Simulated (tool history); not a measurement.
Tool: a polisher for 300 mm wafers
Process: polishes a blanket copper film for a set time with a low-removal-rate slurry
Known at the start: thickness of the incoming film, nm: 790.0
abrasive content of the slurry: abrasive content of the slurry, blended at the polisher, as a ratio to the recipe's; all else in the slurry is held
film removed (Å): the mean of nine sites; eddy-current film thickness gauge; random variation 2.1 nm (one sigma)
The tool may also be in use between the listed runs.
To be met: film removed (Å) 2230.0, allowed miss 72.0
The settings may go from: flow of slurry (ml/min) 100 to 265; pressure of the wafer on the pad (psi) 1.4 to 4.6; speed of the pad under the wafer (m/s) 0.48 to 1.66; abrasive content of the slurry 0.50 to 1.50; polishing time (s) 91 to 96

run  hour  flow of slurry (ml/min)  pressure of the wafer on the pad (psi)  speed of the pad under the wafer (m/s)  abrasive content of the slurry  polishing time (s)  film removed (Å)
  1   0.0                      170                                     3.0                                    1.06                            1.00                  91            2580.1
  2   4.5                      160                                     2.8                                    1.06                            1.00                  91            2355.2
  3   7.2                      160                                     2.8                                    1.06                            1.00                  91            2355.0
  4  11.9                      160                                     2.8                                    0.88                            1.00                  91            2106.7
  5  15.5                      160                                     2.5                                    0.88                            1.00                  91            1860.0
  6  22.1                      160                                     2.5                                    0.88                            1.20                  91            1946.4
  7  25.0                      165                                     2.5                                    0.88                            1.20                  91            1956.9
  8  32.4                      170                                     2.5                                    0.88                            1.20                  91            1981.2
  9  37.5                      175                                     2.5                                    0.88                            1.20                  91            1996.5
 10  38.5                      180                                     2.5                                    0.88                            1.20                  91            1999.5
 11  41.0                      180                                     2.5                                    0.88                            1.20                  91            2013.4
 12  47.2                      185                                     2.5                                    0.88                            1.20                  91            2018.4
 13  56.1                      185                                     2.5                                    0.88                            1.20                  91            1986.6
 14  60.3                      185                                     2.5                                    0.88                            1.20                  91            1992.2

Which of these 5 next moves meets every target?
  A  64.5                      220                                     2.1                                    0.86                            1.25                  91                 ?
  B  64.5                      230                                     2.6                                    0.94                            1.40                  93                 ?
  C  64.5                      160                                     2.9                                    0.88                            1.25                  96                 ?
  D  64.5                      195                                     2.4                                    1.00                            1.30                  93                 ?
  E  64.5                      155                                     2.1                                    1.06                            1.30                  96                 ?

move  film removed (Å)
   A            1748.6
   B            2420.4
   C            2417.9
   D            2247.9
   E            2059.3
A: further off than the last run
B: takes the result that was furthest off past its target
C: takes the result that was furthest off past its target
D: meets every target
E: nearer than the last run, and not there yet
The right move is D.
